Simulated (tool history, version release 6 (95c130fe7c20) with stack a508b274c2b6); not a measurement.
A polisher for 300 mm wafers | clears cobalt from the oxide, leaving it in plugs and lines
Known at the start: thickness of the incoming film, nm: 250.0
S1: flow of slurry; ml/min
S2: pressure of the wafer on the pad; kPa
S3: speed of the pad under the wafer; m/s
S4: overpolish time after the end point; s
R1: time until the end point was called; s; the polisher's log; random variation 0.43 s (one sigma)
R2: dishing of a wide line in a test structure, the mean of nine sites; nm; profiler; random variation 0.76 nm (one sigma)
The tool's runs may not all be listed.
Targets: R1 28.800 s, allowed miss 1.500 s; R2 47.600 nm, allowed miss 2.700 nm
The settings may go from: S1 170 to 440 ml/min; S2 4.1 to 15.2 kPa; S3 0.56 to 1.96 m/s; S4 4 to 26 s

run    day   S1    S2    S3  S4      R1      R2
  1  0.000  280   9.7  1.26  13  51.602  38.295
  2  0.038  280  11.0  1.28  12  45.745  39.680
  3  0.296  280  11.7  1.32  11  42.592  38.534
  4  0.438  280  11.7  1.20  11  46.140  36.498
  5  0.767  225  11.7  1.20  11  45.911  35.219
  6  0.996  265  11.7  1.20  11  46.112  37.585
  7  1.354  270  12.4  1.26  11  40.417  39.189
  8  1.504  270  13.1  1.28  11  38.738  39.717
  9  1.696  270  13.1  1.28  11  38.256  40.172
 10  1.729  270  13.8  1.32  11  35.157  42.693
 11  1.808  270  13.8  1.34  11  35.474  43.205
 12  2.158  270  13.8  1.38  11  33.933  42.695
 13  2.446  270  15.2  1.42  11  30.642  45.613

4 next moves are on the table. One of them brings every result within its allowed miss. Which?
  A  2.733  315  12.4  1.48  12   ?   ?
  B  2.733  205  15.2  1.38  11   ?   ?
  C  2.733  240  14.5  1.38  10   ?   ?
  D  2.733  305  15.2  1.48  11   ?   ?

move      R1      R2
   A  35.537  44.789
   B  32.709  44.661
   C  33.488  41.887
   D  29.290  47.175
A: further off than the last run
B: further off than the last run
C: further off than the last run
D: meets every target
Move D is the one to make.
